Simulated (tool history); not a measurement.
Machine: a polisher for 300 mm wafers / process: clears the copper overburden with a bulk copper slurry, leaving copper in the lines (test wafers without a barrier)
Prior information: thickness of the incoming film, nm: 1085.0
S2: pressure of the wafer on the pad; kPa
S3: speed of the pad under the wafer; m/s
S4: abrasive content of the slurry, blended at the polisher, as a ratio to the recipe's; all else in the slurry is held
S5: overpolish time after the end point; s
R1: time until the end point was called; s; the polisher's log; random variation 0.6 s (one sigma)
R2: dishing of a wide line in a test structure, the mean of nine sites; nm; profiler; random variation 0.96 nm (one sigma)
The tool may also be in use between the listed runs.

run 1 hour=0 | flow_of_slurry_(ml/min)=205 S2=20.7 S3=1.36 S4=1 S5=10 | R1=91.689 R2=63.317
run 2 hour=3.2 | flow_of_slurry_(ml/min)=205 S2=20.7 S3=1.36 S4=1.15 S5=10 | R1=86.495 R2=64.49
run 3 hour=9.7 | flow_of_slurry_(ml/min)=205 S2=20.7 S3=1.36 S4=1.15 S5=8 | R1=87.221 R2=56.021
run 4 hour=11 | flow_of_slurry_(ml/min)=205 S2=20.7 S3=1.36 S4=1.25 S5=8 | R1=87.636 R2=56.679
run 5 hour=11.9 | flow_of_slurry_(ml/min)=205 S2=20.7 S3=1.36 S4=1.25 S5=6 | R1=87.917 R2=44.503
run 6 hour=15 | flow_of_slurry_(ml/min)=205 S2=22.1 S3=1.4 S4=1.25 S5=6 | R1=78.993 R2=47.797
run 7 hour=19.4 | flow_of_slurry_(ml/min)=205 S2=23.4 S3=1.44 S4=1.25 S5=6 | R1=75.589 R2=51.417
run 8 hour=27.9 | flow_of_slurry_(ml/min)=205 S2=24.8 S3=1.5 S4=1.25 S5=6 | R1=68.33 R2=53.261

Expected results for the next run?
run 9 hour=33.2 | flow_of_slurry_(ml/min)=205 S2=25.5 S3=1.56 S4=1.25 S5=6 | R1=? R2=?

R1: 64.044 s
R2: 56.962 nm

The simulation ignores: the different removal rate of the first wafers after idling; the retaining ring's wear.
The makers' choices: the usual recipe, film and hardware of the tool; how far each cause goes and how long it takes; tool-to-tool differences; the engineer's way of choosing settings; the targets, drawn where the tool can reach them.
